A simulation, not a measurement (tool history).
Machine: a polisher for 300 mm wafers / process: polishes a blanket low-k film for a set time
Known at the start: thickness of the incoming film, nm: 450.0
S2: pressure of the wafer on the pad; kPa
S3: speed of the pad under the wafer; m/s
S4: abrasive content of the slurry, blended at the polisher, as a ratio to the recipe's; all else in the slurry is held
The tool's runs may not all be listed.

Run 1, hour 0.0: flow of slurry (ml/min) 255, S2 12.4 kPa, S3 1.14 m/s, S4 1.0, polishing time (s) 43. Result: film removed (Å) 208.15.
Run 2, hour 8.2: flow of slurry (ml/min) 255, S2 11.7 kPa, S3 1.10 m/s, S4 1.0, polishing time (s) 43. Result: film removed (Å) 191.06.
Run 3, hour 11.3: flow of slurry (ml/min) 255, S2 13.1 kPa, S3 1.10 m/s, S4 1.0, polishing time (s) 43. Result: film removed (Å) 215.98.
Run 4, hour 16.9: flow of slurry (ml/min) 255, S2 11.0 kPa, S3 1.10 m/s, S4 1.0, polishing time (s) 43. Result: film removed (Å) 180.74.
Run 5, hour 21.2: flow of slurry (ml/min) 255, S2 11.0 kPa, S3 1.10 m/s, S4 1.2, polishing time (s) 43. Result: film removed (Å) 198.12.
Run 6, hour 23.3: flow of slurry (ml/min) 305, S2 11.0 kPa, S3 1.10 m/s, S4 1.2, polishing time (s) 43. Result: film removed (Å) 204.32.
Run 7, hour 31.0: flow of slurry (ml/min) 295, S2 10.3 kPa, S3 1.04 m/s, S4 1.2, polishing time (s) 43. Result: film removed (Å) 180.26.
Run 8, hour 39.5: flow of slurry (ml/min) 290, S2 9.7 kPa, S3 1.00 m/s, S4 1.2, polishing time (s) 43. Result: film removed (Å) 166.73.
Run 9, hour 44.5: flow of slurry (ml/min) 285, S2 9.0 kPa, S3 0.96 m/s, S4 1.2, polishing time (s) 43. Result: film removed (Å) 147.86.
Run 10, hour 45.1: flow of slurry (ml/min) 275, S2 8.3 kPa, S3 0.94 m/s, S4 1.2, polishing time (s) 43. Result: film removed (Å) 134.10.
Run 11, hour 47.3: flow of slurry (ml/min) 265, S2 7.6 kPa, S3 0.94 m/s, S4 1.2, polishing time (s) 43. Result: film removed (Å) 122.21.

Forecast run 12:
Run 12, hour 50.7: flow of slurry (ml/min) 255, S2 7.6 kPa, S3 0.94 m/s, S4 1.2, polishing time (s) 43. Result: film removed (Å) ?.

{"run 12": {"film removed (Å)": 122.7}}
